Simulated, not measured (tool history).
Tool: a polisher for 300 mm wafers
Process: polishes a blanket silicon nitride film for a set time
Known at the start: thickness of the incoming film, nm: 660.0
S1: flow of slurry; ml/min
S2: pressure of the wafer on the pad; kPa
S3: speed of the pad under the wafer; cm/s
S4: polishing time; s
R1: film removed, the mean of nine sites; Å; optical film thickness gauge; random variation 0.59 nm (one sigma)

run  hour   S1    S2   S3  S4       R1
  1   0.0  270  30.3  104  81  1903.30
  2   9.0  265  25.5  100  81  1616.40
  3  17.1  260  22.1   92  81  1382.90
  4  17.7  255  20.0   86  81  1225.00
  5  25.9  250  17.9   84  81  1109.90
  6  34.1  240  16.5   84  81  1035.90
  7  40.3  225  16.5   84  81  1032.90
  8  44.7  210  16.5   84  81  1013.60
  9  47.3  175  15.2   84  81   915.11
 10  53.2  185  15.2   84  81   923.40
 11  56.9  190  15.2   84  81   930.53

Run 12 comes next. What will it give?
 12  62.9  195  15.2  84  81   ?

{"run 12": {"R1": 924.92}}
